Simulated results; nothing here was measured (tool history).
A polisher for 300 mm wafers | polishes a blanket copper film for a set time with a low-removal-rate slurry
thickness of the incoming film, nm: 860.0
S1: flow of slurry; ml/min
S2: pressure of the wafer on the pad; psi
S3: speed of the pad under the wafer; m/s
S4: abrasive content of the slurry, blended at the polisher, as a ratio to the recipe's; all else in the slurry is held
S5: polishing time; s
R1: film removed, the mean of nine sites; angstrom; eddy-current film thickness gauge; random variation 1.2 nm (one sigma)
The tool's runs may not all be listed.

| run | hour | S1 | S2 | S3 | S4 | S5 | R1 |
|---|---|---|---|---|---|---|---|
| 1 | 0 | 190 | 2.2 | 0.92 | 1 | 102 | 1673.1 |
| 2 | 0.8 | 190 | 2.2 | 0.92 | 1 | 107 | 1783 |
| 3 | 4.6 | 190 | 2 | 0.9 | 1 | 107 | 1616.6 |
| 4 | 10.6 | 190 | 1.8 | 0.88 | 1 | 107 | 1448.2 |
| 5 | 17.9 | 190 | 1.8 | 0.88 | 1 | 102 | 1362.4 |
| 6 | 20.8 | 190 | 1.7 | 0.88 | 1 | 102 | 1345.5 |
| 7 | 25.8 | 190 | 1.6 | 0.86 | 1 | 102 | 1250.5 |
| 8 | 31.9 | 190 | 1.5 | 0.86 | 1 | 102 | 1207.3 |

The next listed run, before its measurement:
| 9 | 36.8 | 190 | 1.4 | 0.86 | 1 | 102 | ? |

{"run 9": {"R1": 1152.5}}
